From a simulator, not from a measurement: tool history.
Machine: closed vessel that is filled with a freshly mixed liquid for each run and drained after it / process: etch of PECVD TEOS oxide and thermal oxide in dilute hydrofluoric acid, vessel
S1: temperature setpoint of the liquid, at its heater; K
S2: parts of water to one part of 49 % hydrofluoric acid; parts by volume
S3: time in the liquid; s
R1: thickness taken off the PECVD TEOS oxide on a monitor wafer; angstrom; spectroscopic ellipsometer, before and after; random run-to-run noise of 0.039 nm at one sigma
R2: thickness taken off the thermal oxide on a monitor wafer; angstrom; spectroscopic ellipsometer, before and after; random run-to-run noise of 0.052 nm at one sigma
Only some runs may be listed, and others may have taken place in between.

run,day,S1,S2,S3,R1,R2
1,0,298.15,290,755,193.55,115.78
2,0.208,296.15,320,755,156.73,95.239
3,0.321,295.15,345,755,138.86,83.221
4,0.483,294.15,365,755,124.65,76.443
5,0.804,294.15,365,1045,172.99,102.55
6,0.842,293.15,400,1045,147.55,88.136
7,1.2,292.65,425,1045,134.03,81.468
8,1.354,292.65,425,1045,133.42,79.727
9,1.646,292.15,445,1045,123.78,73.306
10,1.958,291.65,460,1040,115.66,68.561
11,2.042,291.15,475,1035,108.01,65.909

What does the tool deliver on the next run?
12,2.379,291.15,485,1025,?,?

{"run 12": {"R1": 104.5, "R2": 63.823}}

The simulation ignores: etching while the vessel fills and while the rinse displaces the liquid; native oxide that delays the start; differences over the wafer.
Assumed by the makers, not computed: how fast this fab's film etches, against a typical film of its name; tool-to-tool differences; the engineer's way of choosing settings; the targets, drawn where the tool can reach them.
